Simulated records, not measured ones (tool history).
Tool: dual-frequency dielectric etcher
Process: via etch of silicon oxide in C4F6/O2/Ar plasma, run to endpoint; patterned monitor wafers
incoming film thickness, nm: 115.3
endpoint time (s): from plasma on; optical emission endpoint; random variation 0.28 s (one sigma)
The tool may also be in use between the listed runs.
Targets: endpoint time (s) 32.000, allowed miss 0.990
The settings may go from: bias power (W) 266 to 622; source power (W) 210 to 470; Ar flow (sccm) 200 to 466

run  hour  bias power (W)  source power (W)  Ar flow (sccm)  endpoint time (s)
  1   0.0             444               340             333             27.826
  2   4.6             389               340             333             28.930
  3  10.6             389               370             333             28.554
  4  19.5             458               370             333             27.004
  5  27.4             391               370             333             28.350
  6  29.1             430               370             333             27.619
  7  35.6             399               360             340             28.919
  8  36.3             381               350             343             29.584
  9  39.9             367               350             345             30.111
 10  44.7             357               350             346             29.647
 11  48.9             342               340             351             30.053
 12  50.9             280               310             361             33.937
 13  56.1             291               310             360             33.723
 14  57.3             300               310             359             33.158

5 next moves are on the table. One of them brings every result within its allowed miss. Which?
  A  58.5             285               360             369                  ?
  B  58.5             266               330             415                  ?
  C  58.5             300               270             360                  ?
  D  58.5             382               210             322                  ?
  E  58.5             284               300             465                  ?

move  endpoint time (s)
   A             31.566
   B             33.535
   C             34.020
   D             33.594
   E             34.245
A: meets every target
B: further off than the last run
C: further off than the last run
D: further off than the last run
E: further off than the last run
Answer: A
